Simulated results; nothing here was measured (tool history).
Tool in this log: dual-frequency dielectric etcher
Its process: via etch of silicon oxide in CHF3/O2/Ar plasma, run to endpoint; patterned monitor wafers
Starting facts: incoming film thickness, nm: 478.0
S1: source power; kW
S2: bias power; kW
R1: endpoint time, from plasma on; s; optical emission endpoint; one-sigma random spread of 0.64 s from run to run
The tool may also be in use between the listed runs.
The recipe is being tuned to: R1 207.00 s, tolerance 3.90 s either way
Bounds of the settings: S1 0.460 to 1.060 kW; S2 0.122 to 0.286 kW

run  hour     S1     S2      R1
  1   0.0  0.760  0.204  224.08
  2   1.4  0.760  0.220  219.99
  3   9.0  0.670  0.220  233.15
  4  15.9  0.690  0.221  230.06
  5  22.3  0.690  0.199  237.56
  6  28.3  0.740  0.199  228.68
  7  30.9  0.760  0.200  225.66
  8  35.6  0.770  0.201  225.18
  9  38.6  0.770  0.201  224.79
 10  44.1  0.780  0.202  223.39
 11  50.5  0.790  0.203  220.75
 12  57.1  0.790  0.203  220.34
 13  65.2  0.800  0.203  220.34
 14  66.8  0.810  0.204  218.28
 15  73.6  0.820  0.204  215.82
 16  76.0  0.830  0.204  215.69
 17  79.7  0.830  0.204  215.74
 18  81.0  0.840  0.204  213.55
 19  89.0  0.850  0.204  212.74

5 candidate next runs follow, results not yet known. Just one meets every target within its allowed miss. Identify it.
  A  97.0  0.770  0.206   ?
  B  97.0  0.710  0.254   ?
  C  97.0  0.770  0.217   ?
  D  97.0  0.980  0.205   ?
  E  97.0  0.960  0.184   ?

move      R1
   A  222.49
   B  216.77
   C  218.94
   D  198.46
   E  206.91
A: lands further from the targets than the last run did
B: lands further from the targets than the last run did
C: lands further from the targets than the last run did
D: takes the biggest miss from the last run beyond its target
E: all results in spec
E is the move that brings every result within its allowed miss.
